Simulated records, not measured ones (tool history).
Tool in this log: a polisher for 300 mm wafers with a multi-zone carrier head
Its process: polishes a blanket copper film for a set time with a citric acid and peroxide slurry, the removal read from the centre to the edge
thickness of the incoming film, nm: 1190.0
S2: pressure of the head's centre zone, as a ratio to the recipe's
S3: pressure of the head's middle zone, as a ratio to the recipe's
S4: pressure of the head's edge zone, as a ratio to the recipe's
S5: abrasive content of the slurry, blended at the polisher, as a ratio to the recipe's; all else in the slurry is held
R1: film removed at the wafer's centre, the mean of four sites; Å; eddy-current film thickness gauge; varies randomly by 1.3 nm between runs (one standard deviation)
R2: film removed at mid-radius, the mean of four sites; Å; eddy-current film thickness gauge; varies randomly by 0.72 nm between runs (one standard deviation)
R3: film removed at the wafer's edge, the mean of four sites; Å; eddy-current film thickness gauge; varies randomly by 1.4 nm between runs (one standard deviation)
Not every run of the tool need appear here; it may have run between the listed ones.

run 1 hour=0 | flow_of_slurry_(ml/min)=280 S2=1 S3=1 S4=1 S5=1 polishing_time_(s)=74 | R1=1604.1 R2=1593 R3=1642.8
run 2 hour=1.8 | flow_of_slurry_(ml/min)=280 S2=1 S3=1 S4=1 S5=0.85 polishing_time_(s)=74 | R1=1531.3 R2=1556 R3=1572.2
run 3 hour=6.8 | flow_of_slurry_(ml/min)=280 S2=1 S3=1 S4=1 S5=0.95 polishing_time_(s)=74 | R1=1611.2 R2=1566 R3=1622.5
run 4 hour=9.5 | flow_of_slurry_(ml/min)=225 S2=1 S3=1 S4=1 S5=0.95 polishing_time_(s)=74 | R1=1522.3 R2=1538.4 R3=1565.3
run 5 hour=10.7 | flow_of_slurry_(ml/min)=225 S2=1 S3=0.96 S4=0.98 S5=0.85 polishing_time_(s)=72 | R1=1444.2 R2=1418.9 R3=1493.5
run 6 hour=13.1 | flow_of_slurry_(ml/min)=225 S2=1 S3=0.96 S4=0.98 S5=0.7 polishing_time_(s)=72 | R1=1407.4 R2=1365.9 R3=1437.7
run 7 hour=20.5 | flow_of_slurry_(ml/min)=220 S2=1 S3=0.94 S4=0.95 S5=0.65 polishing_time_(s)=70 | R1=1333.8 R2=1262.3 R3=1362.5
run 8 hour=25.9 | flow_of_slurry_(ml/min)=215 S2=1 S3=0.94 S4=0.92 S5=0.6 polishing_time_(s)=69 | R1=1299.6 R2=1246.3 R3=1292.8
run 9 hour=32.8 | flow_of_slurry_(ml/min)=210 S2=0.99 S3=0.92 S4=0.9 S5=0.6 polishing_time_(s)=69 | R1=1262.2 R2=1207.4 R3=1245.8
run 10 hour=40.9 | flow_of_slurry_(ml/min)=205 S2=0.99 S3=0.9 S4=0.89 S5=0.6 polishing_time_(s)=69 | R1=1261.8 R2=1183.5 R3=1246.4

Expected results for the next run?
run 11 hour=48.2 | flow_of_slurry_(ml/min)=200 S2=0.98 S3=0.88 S4=0.88 S5=0.6 polishing_time_(s)=69 | R1=? R2=? R3=?

For run 11 the tool returned R1 1268.3 Å, R2 1145.9 Å, R3 1285 Å.
